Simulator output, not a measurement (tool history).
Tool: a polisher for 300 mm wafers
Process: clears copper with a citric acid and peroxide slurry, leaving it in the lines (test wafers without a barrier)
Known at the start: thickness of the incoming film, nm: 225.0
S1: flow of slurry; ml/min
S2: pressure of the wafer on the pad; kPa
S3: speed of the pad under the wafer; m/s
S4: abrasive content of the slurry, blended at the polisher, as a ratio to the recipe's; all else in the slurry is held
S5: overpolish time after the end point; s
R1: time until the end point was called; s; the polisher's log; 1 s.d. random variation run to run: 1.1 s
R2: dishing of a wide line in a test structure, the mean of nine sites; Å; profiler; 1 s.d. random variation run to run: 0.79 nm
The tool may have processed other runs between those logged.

| run | day | S1 | S2 | S3 | S4 | S5 | R1 | R2 |
|---|---|---|---|---|---|---|---|---|
| 1 | 0 | 215 | 15.2 | 1.04 | 1 | 25 | 131.12 | 321.36 |
| 2 | 0.275 | 215 | 15.2 | 1.04 | 0.9 | 25 | 134.31 | 317.87 |
| 3 | 0.596 | 235 | 15.2 | 1.04 | 0.9 | 25 | 134.73 | 315.38 |
| 4 | 0.912 | 235 | 16.5 | 1.08 | 0.9 | 27 | 116.85 | 374.64 |
| 5 | 1.088 | 235 | 16.5 | 1.08 | 0.75 | 27 | 124.32 | 366.24 |
| 6 | 1.333 | 235 | 17.2 | 1.12 | 0.75 | 28 | 117.33 | 401.14 |
| 7 | 1.667 | 230 | 17.9 | 1.16 | 0.75 | 29 | 111.03 | 439.4 |

The next listed run, before its measurement:
|  | 1.788 | slurry blender recalibrated |
| 8 | 1.788 | 225 | 19.3 | 1.2 | 0.75 | 30 | ? | ? |

R1: 92.707 s
R2: 509.68 Å
